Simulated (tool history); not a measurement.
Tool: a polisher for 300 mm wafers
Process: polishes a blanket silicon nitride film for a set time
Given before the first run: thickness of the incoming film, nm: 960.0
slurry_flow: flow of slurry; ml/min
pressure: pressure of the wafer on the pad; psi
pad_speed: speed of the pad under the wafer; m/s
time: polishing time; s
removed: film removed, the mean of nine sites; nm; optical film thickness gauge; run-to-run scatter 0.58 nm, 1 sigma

run	hour	slurry_flow	pressure	pad_speed	time	removed
1	0	260	3.7	1.42	29	72.28
2	7	260	3.3	1.42	29	65.024
3	13.3	265	3.5	1.42	29	68.163
4	18.2	265	3.7	1.42	29	73.319
5	27.1	265	4.5	1.42	29	88.223
6	33.9	270	4.5	1.42	29	88.416

Run 7 has not been measured yet. What should we expect?
7	37.4	275	4.6	1.42	29	?

{"run 7": {"removed": 90.042}}

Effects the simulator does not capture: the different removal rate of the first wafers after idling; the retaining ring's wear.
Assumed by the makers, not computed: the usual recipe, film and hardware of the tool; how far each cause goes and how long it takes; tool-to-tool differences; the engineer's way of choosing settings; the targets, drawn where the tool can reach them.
